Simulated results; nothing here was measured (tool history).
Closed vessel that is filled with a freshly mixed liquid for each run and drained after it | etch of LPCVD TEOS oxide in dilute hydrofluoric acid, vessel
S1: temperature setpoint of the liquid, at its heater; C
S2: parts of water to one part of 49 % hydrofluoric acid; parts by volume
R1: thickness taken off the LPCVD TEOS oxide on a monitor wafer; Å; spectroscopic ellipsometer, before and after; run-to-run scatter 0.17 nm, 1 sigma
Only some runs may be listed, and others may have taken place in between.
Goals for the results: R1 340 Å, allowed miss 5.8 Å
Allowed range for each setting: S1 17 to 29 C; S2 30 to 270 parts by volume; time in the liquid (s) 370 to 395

{"run": 1, "hour": 0.0, "S1": 21, "S2": 150, "time in the liquid (s)": 370, "R1": 365.07}
{"run": 2, "hour": 2.5, "S1": 21, "S2": 170, "time in the liquid (s)": 370, "R1": 314.25}
{"run": 3, "hour": 10.9, "S1": 21, "S2": 125, "time in the liquid (s)": 370, "R1": 444.48}
{"run": 4, "hour": 19.1, "S1": 24, "S2": 125, "time in the liquid (s)": 370, "R1": 509.44}
{"run": 5, "hour": 27.6, "S1": 24, "S2": 125, "time in the liquid (s)": 395, "R1": 541.47}
{"run": 6, "hour": 35.7, "S1": 24, "S2": 125, "time in the liquid (s)": 395, "R1": 542.32}
{"run": 7, "hour": 41.5, "S1": 22.5, "S2": 130, "time in the liquid (s)": 395, "R1": 490.9}
{"run": 8, "hour": 44.3, "S1": 21, "S2": 135, "time in the liquid (s)": 395, "R1": 440.73}
{"run": 9, "hour": 47.7, "S1": 20, "S2": 140, "time in the liquid (s)": 395, "R1": 404.76}
{"run": 10, "hour": 49.7, "S1": 17, "S2": 150, "time in the liquid (s)": 395, "R1": 328.93}

Exactly one of the 4 candidate moves below puts every result within its allowed miss. Which one?
{"run": "A", "hour": 51.7, "S1": 17.5, "S2": 145, "time in the liquid (s)": 395, "R1": "?"}
{"run": "B", "hour": 51.7, "S1": 17.5, "S2": 140, "time in the liquid (s)": 385, "R1": "?"}
{"run": "C", "hour": 51.7, "S1": 17, "S2": 135, "time in the liquid (s)": 370, "R1": "?"}
{"run": "D", "hour": 51.7, "S1": 17.5, "S2": 150, "time in the liquid (s)": 395, "R1": "?"}

move=A R1=352.38
move=B R1=357.49
move=C R1=350.76
move=D R1=338.96
A: the result that was furthest off in the last run now lies on the other side of its target
B: the result that was furthest off in the last run now lies on the other side of its target
C: the result that was furthest off in the last run now lies on the other side of its target
D: hits every target within its allowed miss
Correct choice: D, which meets every target
